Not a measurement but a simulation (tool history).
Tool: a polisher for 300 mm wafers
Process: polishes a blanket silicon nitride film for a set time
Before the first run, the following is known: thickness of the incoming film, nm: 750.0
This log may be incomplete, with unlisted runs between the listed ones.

run,hour,flow of slurry (ml/min),pressure of the wafer on the pad (kPa),speed of the pad under the wafer (cm/s),polishing time (s),film removed (Å)
1,0,295,33.1,96,58,1140.6
2,6.3,220,33.1,96,58,1066.5
3,6.9,220,31.7,96,58,1026.1
4,12.5,220,31.7,96,52,915.52
# hour 19.9: slurry nozzle cleaned
5,19.9,215,31.7,96,52,988.82
6,23.8,215,31.7,96,52,1009.6
7,32.7,215,31,96,52,965.59

Run 8 has not been measured yet. What should we expect?
8,34.2,215,30.3,96,52,?

{"run 8": {"film removed (Å)": 960.61}}
